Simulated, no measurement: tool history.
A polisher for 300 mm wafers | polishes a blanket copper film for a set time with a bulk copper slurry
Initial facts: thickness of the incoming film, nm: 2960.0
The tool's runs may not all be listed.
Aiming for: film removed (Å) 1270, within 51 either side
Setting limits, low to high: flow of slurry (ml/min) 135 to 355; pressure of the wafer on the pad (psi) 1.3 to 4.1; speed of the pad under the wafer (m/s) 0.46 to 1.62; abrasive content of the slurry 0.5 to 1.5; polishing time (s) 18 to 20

run	hour	flow of slurry (ml/min)	pressure of the wafer on the pad (psi)	speed of the pad under the wafer (m/s)	abrasive content of the slurry	polishing time (s)	film removed (Å)
1	0	225	2.7	1.04	1	20	1857.5
2	0.6	225	2.5	1.04	1	20	1729.7
3	8.5	225	2.3	1.04	1	20	1588.7
4	15.9	225	2.6	1.04	1	20	1805.8
5	20.5	225	2.4	1.04	1	20	1671.3
6	26.3	225	2.4	1.04	1	18	1517.1
7	29.5	225	2.3	1.04	1	18	1417.1
8	33.2	225	2.2	1.04	1	18	1383.4

Of the 4 settings listed for the next run, only one would bring every result within its allowed miss of target. Which one?
A	36.9	210	2.1	0.96	0.95	19	?
B	36.9	260	1.9	1.18	1	19	?
C	36.9	190	2.6	0.94	1	20	?
D	36.9	205	2.3	1	0.95	20	?

move	film removed (Å)
A	1256.8
B	1447.9
C	1586.9
D	1497.2
A: all results in spec
B: lands further from the targets than the last run did
C: lands further from the targets than the last run did
D: lands further from the targets than the last run did
Move A is the one to make.
